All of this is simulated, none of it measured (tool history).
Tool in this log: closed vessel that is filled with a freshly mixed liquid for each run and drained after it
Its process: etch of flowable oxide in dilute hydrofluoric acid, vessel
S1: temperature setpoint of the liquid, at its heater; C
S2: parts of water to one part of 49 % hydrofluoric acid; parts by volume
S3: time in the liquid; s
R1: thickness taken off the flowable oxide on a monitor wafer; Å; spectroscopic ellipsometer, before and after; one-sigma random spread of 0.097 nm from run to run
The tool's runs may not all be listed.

run	hour	S1	S2	S3	R1
1	0.0	24.0	95	30	152.21
2	6.2	22.5	95	30	144.00
3	15.0	21.0	95	30	136.49
4	20.4	20.0	95	30	130.76
5	29.0	20.0	95	30	129.13
6	33.2	21.5	95	30	139.16

Run 7 is up next; what results do you expect?
7	39.1	17.5	95	30	?

{"run 7": {"R1": 119.04}}
